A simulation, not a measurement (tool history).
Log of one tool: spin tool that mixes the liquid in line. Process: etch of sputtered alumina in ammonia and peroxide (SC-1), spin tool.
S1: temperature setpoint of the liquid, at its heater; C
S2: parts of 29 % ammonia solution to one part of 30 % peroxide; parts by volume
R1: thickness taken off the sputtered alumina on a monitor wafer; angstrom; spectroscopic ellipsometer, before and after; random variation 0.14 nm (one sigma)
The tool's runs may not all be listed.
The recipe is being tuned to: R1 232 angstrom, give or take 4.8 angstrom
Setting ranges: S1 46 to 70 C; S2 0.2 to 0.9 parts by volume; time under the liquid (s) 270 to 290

{"run": 1, "hour": 0.0, "S1": 62, "S2": 0.5, "time under the liquid (s)": 270, "R1": 361.12}
{"run": 2, "hour": 5.5, "S1": 60.5, "S2": 0.5, "time under the liquid (s)": 270, "R1": 337.87}
{"run": 3, "hour": 11.0, "S1": 59, "S2": 0.5, "time under the liquid (s)": 270, "R1": 310.29}
{"run": 4, "hour": 12.4, "S1": 52.5, "S2": 0.5, "time under the liquid (s)": 270, "R1": 219.28}
{"run": 5, "hour": 20.3, "S1": 52.5, "S2": 0.35, "time under the liquid (s)": 270, "R1": 212.79}
{"run": 6, "hour": 22.2, "S1": 47.5, "S2": 0.35, "time under the liquid (s)": 270, "R1": 159.91}
{"run": 7, "hour": 31.2, "S1": 48.5, "S2": 0.35, "time under the liquid (s)": 270, "R1": 170.23}
{"run": 8, "hour": 32.9, "S1": 49.5, "S2": 0.35, "time under the liquid (s)": 270, "R1": 177.85}
{"run": 9, "hour": 33.8, "S1": 50.5, "S2": 0.35, "time under the liquid (s)": 270, "R1": 191}
{"hour": 41.2, "done": "heated supply line repaired"}
{"run": 10, "hour": 41.2, "S1": 51, "S2": 0.35, "time under the liquid (s)": 270, "R1": 226.5}

Next run, 4 choices. One meets every target within its allowed miss, the rest don't. Which?
{"run": "A", "hour": 48.6, "S1": 51.5, "S2": 0.2, "time under the liquid (s)": 285, "R1": "?"}
{"run": "B", "hour": 48.6, "S1": 49.5, "S2": 0.35, "time under the liquid (s)": 285, "R1": "?"}
{"run": "C", "hour": 48.6, "S1": 50, "S2": 0.35, "time under the liquid (s)": 275, "R1": "?"}
{"run": "D", "hour": 48.6, "S1": 51.5, "S2": 0.35, "time under the liquid (s)": 280, "R1": "?"}

move=A R1=232.86
move=B R1=220.1
move=C R1=218.32
move=D R1=241.31
A: all results in spec
B: further off than the last run
C: further off than the last run
D: the result that was furthest off in the last run now lies on the other side of its target
A is the move that brings every result within its allowed miss.
